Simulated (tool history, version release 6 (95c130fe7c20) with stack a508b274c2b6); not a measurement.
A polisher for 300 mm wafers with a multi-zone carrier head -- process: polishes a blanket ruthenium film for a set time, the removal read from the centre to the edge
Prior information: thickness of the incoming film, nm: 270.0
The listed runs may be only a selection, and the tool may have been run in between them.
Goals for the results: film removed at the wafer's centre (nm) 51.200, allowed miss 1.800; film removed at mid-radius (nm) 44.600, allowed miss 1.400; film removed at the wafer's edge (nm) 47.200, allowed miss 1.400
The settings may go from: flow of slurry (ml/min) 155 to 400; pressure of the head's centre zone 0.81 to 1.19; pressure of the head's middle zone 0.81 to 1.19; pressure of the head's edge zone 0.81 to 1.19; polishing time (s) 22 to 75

| run | hour | flow of slurry (ml/min) | pressure of the head's centre zone | pressure of the head's middle zone | pressure of the head's edge zone | polishing time (s) | film removed at the wafer's centre (nm) | film removed at mid-radius (nm) | film removed at the wafer's edge (nm) |
|---|---|---|---|---|---|---|---|---|---|
| 1 | 0.0 | 255 | 1.00 | 1.00 | 1.00 | 48 | 34.199 | 33.833 | 34.092 |
| 2 | 4.9 | 255 | 1.06 | 1.00 | 1.00 | 48 | 36.364 | 34.468 | 34.337 |
| 3 | 13.8 | 255 | 1.10 | 1.00 | 1.00 | 48 | 38.027 | 34.097 | 33.863 |
| 4 | 22.0 | 255 | 1.10 | 1.00 | 1.00 | 55 | 43.098 | 38.511 | 38.386 |
| 5 | 28.1 | 255 | 1.03 | 1.00 | 1.00 | 55 | 40.126 | 39.130 | 38.102 |
| 6 | 28.6 | 255 | 1.03 | 1.00 | 0.95 | 55 | 40.612 | 39.186 | 37.456 |
| 7 | 29.3 | 265 | 1.06 | 1.00 | 1.00 | 57 | 44.068 | 40.529 | 39.672 |
| 8 | 34.2 | 270 | 1.06 | 1.00 | 1.04 | 58 | 44.135 | 40.909 | 41.454 |
| 9 | 42.4 | 280 | 1.08 | 1.01 | 1.07 | 59 | 45.284 | 42.684 | 42.827 |
| 10 | 44.2 | 285 | 1.10 | 1.01 | 1.09 | 60 | 47.956 | 42.858 | 43.775 |

Of the 4 settings listed for the next run, only one would bring every result within its allowed miss of target. Which one?
| A | 46.0 | 190 | 0.94 | 0.99 | 1.15 | 67 | ? | ? | ? |
| B | 46.0 | 270 | 1.12 | 0.98 | 1.11 | 63 | ? | ? | ? |
| C | 46.0 | 290 | 0.97 | 1.03 | 1.17 | 63 | ? | ? | ? |
| D | 46.0 | 245 | 1.04 | 0.84 | 1.18 | 65 | ? | ? | ? |

| move | film removed at the wafer's centre (nm) | film removed at mid-radius (nm) | film removed at the wafer's edge (nm) |
|---|---|---|---|
| A | 43.215 | 45.301 | 48.919 |
| B | 51.307 | 44.503 | 46.926 |
| C | 44.796 | 46.328 | 48.484 |
| D | 48.443 | 41.319 | 49.584 |
A: pushes the last run's worst result past its target
B: in spec on every target
C: corrects the largest miss of the last run, while another result sits out of spec
D: pushes the last run's worst result past its target
Correct choice: B, which meets every target
